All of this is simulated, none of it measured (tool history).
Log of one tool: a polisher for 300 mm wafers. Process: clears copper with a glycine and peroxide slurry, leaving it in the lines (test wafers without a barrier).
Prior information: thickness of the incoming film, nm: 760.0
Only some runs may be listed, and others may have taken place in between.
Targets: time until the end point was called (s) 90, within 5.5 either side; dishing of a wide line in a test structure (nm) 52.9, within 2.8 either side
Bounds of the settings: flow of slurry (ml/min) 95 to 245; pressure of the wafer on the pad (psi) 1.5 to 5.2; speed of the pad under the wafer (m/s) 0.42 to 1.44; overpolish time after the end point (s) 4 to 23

run,hour,flow of slurry (ml/min),pressure of the wafer on the pad (psi),speed of the pad under the wafer (m/s),overpolish time after the end point (s),time until the end point was called (s),dishing of a wide line in a test structure (nm)
1,0,155,3.3,0.92,12,134.44,40.437
2,5.2,155,2.9,0.92,12,153.28,37.472
3,12.8,175,2.9,0.92,12,150.88,38.607
4,15,175,3.2,0.92,12,136.23,39.738
5,16.1,175,3.4,0.92,12,130.29,40.661
6,22.8,175,4.1,0.92,12,112.34,45.558
7,29.8,175,4.3,0.92,12,103.9,47.304
8,36.4,175,4.4,0.92,12,109.05,46.726
9,37.9,175,4.5,0.92,12,103.54,48.285
10,42,175,4.6,0.92,12,99.704,48.323
11,47.5,175,4.7,0.92,12,98.458,49.074

Which single option among these 5 for the next run brings every result within its allowed miss of target? Just one does.
A,53,155,3.9,1.22,9,?,?
B,53,215,5.2,1.02,14,?,?
C,53,190,4.4,0.92,15,?,?
D,53,215,4.4,1.06,14,?,?
E,53,170,4.7,0.92,11,?,?

move,time until the end point was called (s),dishing of a wide line in a test structure (nm)
A,94.977,41.398
B,81.605,55.376
C,105.18,51.601
D,91.623,52.704
E,101.02,45.356
A: brings the result that was furthest off to its target, and leaves another outside
B: takes the biggest miss from the last run beyond its target
C: its largest miss is bigger than the last run's
D: each result inside its tolerance
E: its largest miss is bigger than the last run's
Answer: D
